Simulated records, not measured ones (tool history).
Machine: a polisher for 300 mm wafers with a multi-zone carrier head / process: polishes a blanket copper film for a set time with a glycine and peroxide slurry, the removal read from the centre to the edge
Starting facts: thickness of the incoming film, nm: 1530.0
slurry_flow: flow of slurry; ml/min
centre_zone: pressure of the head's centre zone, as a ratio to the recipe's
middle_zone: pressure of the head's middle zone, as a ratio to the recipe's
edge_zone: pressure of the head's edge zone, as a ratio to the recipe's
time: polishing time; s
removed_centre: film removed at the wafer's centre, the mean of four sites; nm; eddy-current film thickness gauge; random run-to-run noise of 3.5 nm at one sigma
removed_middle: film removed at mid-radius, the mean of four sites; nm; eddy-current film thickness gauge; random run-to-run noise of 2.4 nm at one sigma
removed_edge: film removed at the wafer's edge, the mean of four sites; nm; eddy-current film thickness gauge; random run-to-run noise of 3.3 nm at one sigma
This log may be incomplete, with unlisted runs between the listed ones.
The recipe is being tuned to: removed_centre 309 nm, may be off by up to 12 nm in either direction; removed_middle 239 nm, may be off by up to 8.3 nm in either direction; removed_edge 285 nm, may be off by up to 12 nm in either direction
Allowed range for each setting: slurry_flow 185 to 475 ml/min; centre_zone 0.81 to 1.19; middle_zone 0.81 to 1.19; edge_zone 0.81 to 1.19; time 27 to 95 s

Run 1, hour 0: slurry_flow 305 ml/min, centre_zone 1, middle_zone 1, edge_zone 1, time 61 s. Result: removed_centre 409.98 nm, removed_middle 401.91 nm, removed_edge 405.91 nm.
Run 2, hour 7.8: slurry_flow 305 ml/min, centre_zone 1, middle_zone 0.96, edge_zone 1, time 61 s. Result: removed_centre 412.7 nm, removed_middle 390.37 nm, removed_edge 415.2 nm.
Run 3, hour 10.6: slurry_flow 300 ml/min, centre_zone 1.02, middle_zone 0.93, edge_zone 0.98, time 54 s. Result: removed_centre 374.28 nm, removed_middle 337.44 nm, removed_edge 360.53 nm.
Run 4, hour 14: slurry_flow 300 ml/min, centre_zone 1.02, middle_zone 0.88, edge_zone 0.98, time 54 s. Result: removed_centre 360.59 nm, removed_middle 312.52 nm, removed_edge 361.63 nm.
Run 5, hour 22.5: slurry_flow 275 ml/min, centre_zone 1.02, middle_zone 0.88, edge_zone 0.98, time 54 s. Result: removed_centre 366.86 nm, removed_middle 317.26 nm, removed_edge 359.9 nm.
Run 6, hour 26.3: slurry_flow 275 ml/min, centre_zone 1.1, middle_zone 0.88, edge_zone 0.98, time 54 s. Result: removed_centre 393.79 nm, removed_middle 318.41 nm, removed_edge 359.44 nm.
Run 7, hour 33.5: slurry_flow 275 ml/min, centre_zone 1.1, middle_zone 0.88, edge_zone 0.98, time 54 s. Result: removed_centre 400.11 nm, removed_middle 321.04 nm, removed_edge 363.56 nm.
Run 8, hour 37.6: slurry_flow 275 ml/min, centre_zone 1.1, middle_zone 0.86, edge_zone 0.97, time 50 s. Result: removed_centre 368.21 nm, removed_middle 289.99 nm, removed_edge 324.34 nm.
Run 9, hour 45.9: slurry_flow 275 ml/min, centre_zone 1.09, middle_zone 0.85, edge_zone 0.98, time 48 s. Result: removed_centre 350.08 nm, removed_middle 271.4 nm, removed_edge 324.7 nm.
Run 10, hour 48.6: slurry_flow 275 ml/min, centre_zone 1.08, middle_zone 0.84, edge_zone 0.97, time 46 s. Result: removed_centre 330.57 nm, removed_middle 258.68 nm, removed_edge 307.59 nm.
Run 11, hour 52.6: slurry_flow 275 ml/min, centre_zone 1.08, middle_zone 0.83, edge_zone 0.96, time 45 s. Result: removed_centre 324.11 nm, removed_middle 248.46 nm, removed_edge 298.67 nm.
Run 12, hour 57.3: slurry_flow 275 ml/min, centre_zone 1.07, middle_zone 0.83, edge_zone 0.95, time 45 s. Result: removed_centre 319.29 nm, removed_middle 248.88 nm, removed_edge 293.59 nm.
Run 13, hour 62.8: slurry_flow 275 ml/min, centre_zone 1.06, middle_zone 0.82, edge_zone 0.94, time 45 s. Result: removed_centre 319.75 nm, removed_middle 248.57 nm, removed_edge 293.36 nm.

Of the 5 settings listed for the next run, only one would bring every result within its allowed miss of target. Which one?
Run A, hour 68.3: slurry_flow 195 ml/min, centre_zone 1.11, middle_zone 0.85, edge_zone 1, time 43 s. Result: removed_centre ?, removed_middle ?, removed_edge ?.
Run B, hour 68.3: slurry_flow 300 ml/min, centre_zone 0.92, middle_zone 0.84, edge_zone 1.08, time 45 s. Result: removed_centre ?, removed_middle ?, removed_edge ?.
Run C, hour 68.3: slurry_flow 245 ml/min, centre_zone 1.16, middle_zone 0.81, edge_zone 0.94, time 40 s. Result: removed_centre ?, removed_middle ?, removed_edge ?.
Run D, hour 68.3: slurry_flow 185 ml/min, centre_zone 1.02, middle_zone 0.85, edge_zone 0.99, time 43 s. Result: removed_centre ?, removed_middle ?, removed_edge ?.
Run E, hour 68.3: slurry_flow 280 ml/min, centre_zone 1.17, middle_zone 0.81, edge_zone 0.92, time 44 s. Result: removed_centre ?, removed_middle ?, removed_edge ?.

move  removed_centre  removed_middle  removed_edge
   A          313.11          235.86        284.61
   B          281.26          252.82        317.14
   C          310.55          214.72        260.71
   D          286.17          234.96        282.32
   E          348.38          238.53        286.06
A: each result inside its tolerance
B: misses by more than the last run did
C: the result that was furthest off in the last run now lies on the other side of its target
D: gets the furthest-off result to its target, but another result is out of tolerance
E: gets the furthest-off result to its target, but another result is out of tolerance
Answer: A
